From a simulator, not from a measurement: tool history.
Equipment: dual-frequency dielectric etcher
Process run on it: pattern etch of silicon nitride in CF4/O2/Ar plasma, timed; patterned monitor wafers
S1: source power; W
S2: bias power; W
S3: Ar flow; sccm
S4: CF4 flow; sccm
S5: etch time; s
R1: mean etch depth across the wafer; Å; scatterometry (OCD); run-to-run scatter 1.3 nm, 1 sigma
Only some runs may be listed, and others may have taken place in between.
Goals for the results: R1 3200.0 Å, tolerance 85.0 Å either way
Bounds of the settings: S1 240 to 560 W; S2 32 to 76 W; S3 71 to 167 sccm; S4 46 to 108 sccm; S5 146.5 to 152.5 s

{"run": 1, "hour": 0.0, "S1": 400, "S2": 54, "S3": 119, "S4": 77, "S5": 146.5, "R1": 2510.4}
{"run": 2, "hour": 4.8, "S1": 370, "S2": 54, "S3": 119, "S4": 77, "S5": 146.5, "R1": 2371.0}
{"run": 3, "hour": 8.2, "S1": 370, "S2": 54, "S3": 107, "S4": 77, "S5": 146.5, "R1": 2390.1}
{"run": 4, "hour": 12.8, "S1": 390, "S2": 54, "S3": 107, "S4": 77, "S5": 146.5, "R1": 2502.7}
{"run": 5, "hour": 20.0, "S1": 410, "S2": 54, "S3": 107, "S4": 77, "S5": 146.5, "R1": 2602.2}
{"run": 6, "hour": 25.3, "S1": 410, "S2": 54, "S3": 89, "S4": 77, "S5": 146.5, "R1": 2643.8}
{"run": 7, "hour": 28.2, "S1": 430, "S2": 54, "S3": 89, "S4": 77, "S5": 146.5, "R1": 2746.8}
{"hour": 37.1, "done": "CF4 flow controller replaced"}
{"run": 8, "hour": 37.1, "S1": 440, "S2": 54, "S3": 89, "S4": 77, "S5": 146.5, "R1": 2864.3}
{"run": 9, "hour": 39.9, "S1": 450, "S2": 54, "S3": 89, "S4": 77, "S5": 146.5, "R1": 2903.8}

Which one of the following 5 next-run settings gets every result inside its allowed miss? There is exactly one.
{"run": "A", "hour": 42.7, "S1": 450, "S2": 67, "S3": 99, "S4": 89, "S5": 148.5, "R1": "?"}
{"run": "B", "hour": 42.7, "S1": 540, "S2": 61, "S3": 95, "S4": 65, "S5": 148.0, "R1": "?"}
{"run": "C", "hour": 42.7, "S1": 440, "S2": 46, "S3": 82, "S4": 75, "S5": 152.5, "R1": "?"}
{"run": "D", "hour": 42.7, "S1": 500, "S2": 61, "S3": 92, "S4": 81, "S5": 146.5, "R1": "?"}
{"run": "E", "hour": 42.7, "S1": 420, "S2": 51, "S3": 98, "S4": 82, "S5": 146.5, "R1": "?"}

move=A R1=3215.1
move=B R1=3497.8
move=C R1=2772.3
move=D R1=3324.3
move=E R1=2647.1
A: hits every target within its allowed miss
B: takes the result that was furthest off past its target
C: its largest miss is bigger than the last run's
D: takes the result that was furthest off past its target
E: its largest miss is bigger than the last run's
Go with A: it meets all targets.

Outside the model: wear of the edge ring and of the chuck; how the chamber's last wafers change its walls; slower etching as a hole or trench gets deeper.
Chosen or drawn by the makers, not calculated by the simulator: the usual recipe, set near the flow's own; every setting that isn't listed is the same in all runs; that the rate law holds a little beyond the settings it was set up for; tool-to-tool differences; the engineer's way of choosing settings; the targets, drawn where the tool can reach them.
